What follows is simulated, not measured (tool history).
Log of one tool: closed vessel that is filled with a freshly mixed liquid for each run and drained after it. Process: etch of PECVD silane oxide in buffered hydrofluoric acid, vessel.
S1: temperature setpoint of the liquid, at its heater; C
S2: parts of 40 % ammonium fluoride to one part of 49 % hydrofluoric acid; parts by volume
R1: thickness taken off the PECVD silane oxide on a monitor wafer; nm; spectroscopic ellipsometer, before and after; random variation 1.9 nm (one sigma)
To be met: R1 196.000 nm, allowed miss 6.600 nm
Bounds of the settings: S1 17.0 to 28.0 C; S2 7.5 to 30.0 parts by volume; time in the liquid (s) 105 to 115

{"run": 1, "hour": 0.0, "S1": 20.0, "S2": 20.5, "time in the liquid (s)": 105, "R1": 98.699}
{"run": 2, "hour": 3.2, "S1": 23.5, "S2": 20.5, "time in the liquid (s)": 105, "R1": 118.0}
{"run": 3, "hour": 7.6, "S1": 24.5, "S2": 19.0, "time in the liquid (s)": 105, "R1": 134.91}
{"run": 4, "hour": 15.0, "S1": 23.0, "S2": 19.0, "time in the liquid (s)": 105, "R1": 125.2}
{"run": 5, "hour": 21.5, "S1": 23.0, "S2": 19.0, "time in the liquid (s)": 105, "R1": 126.35}
{"run": 6, "hour": 27.2, "S1": 21.0, "S2": 19.0, "time in the liquid (s)": 105, "R1": 114.6}
{"run": 7, "hour": 30.2, "S1": 22.5, "S2": 18.0, "time in the liquid (s)": 105, "R1": 128.69}
{"run": 8, "hour": 34.1, "S1": 23.5, "S2": 17.5, "time in the liquid (s)": 105, "R1": 138.65}
{"run": 9, "hour": 39.3, "S1": 23.5, "S2": 17.5, "time in the liquid (s)": 105, "R1": 140.29}
{"run": 10, "hour": 41.1, "S1": 27.5, "S2": 14.5, "time in the liquid (s)": 105, "R1": 207.23}

5 next moves are on the table. One of them brings every result within its allowed miss. Which?
{"run": "A", "hour": 42.9, "S1": 25.0, "S2": 13.0, "time in the liquid (s)": 110, "R1": "?"}
{"run": "B", "hour": 42.9, "S1": 27.0, "S2": 14.5, "time in the liquid (s)": 110, "R1": "?"}
{"run": "C", "hour": 42.9, "S1": 27.5, "S2": 13.5, "time in the liquid (s)": 105, "R1": "?"}
{"run": "D", "hour": 42.9, "S1": 27.0, "S2": 14.5, "time in the liquid (s)": 115, "R1": "?"}
{"run": "E", "hour": 42.9, "S1": 25.0, "S2": 14.0, "time in the liquid (s)": 110, "R1": "?"}

move=A R1=217.070
move=B R1=217.240
move=C R1=228.430
move=D R1=227.110
move=E R1=201.870
A: further off than the last run
B: further off than the last run
C: further off than the last run
D: further off than the last run
E: meets every target
Answer: E
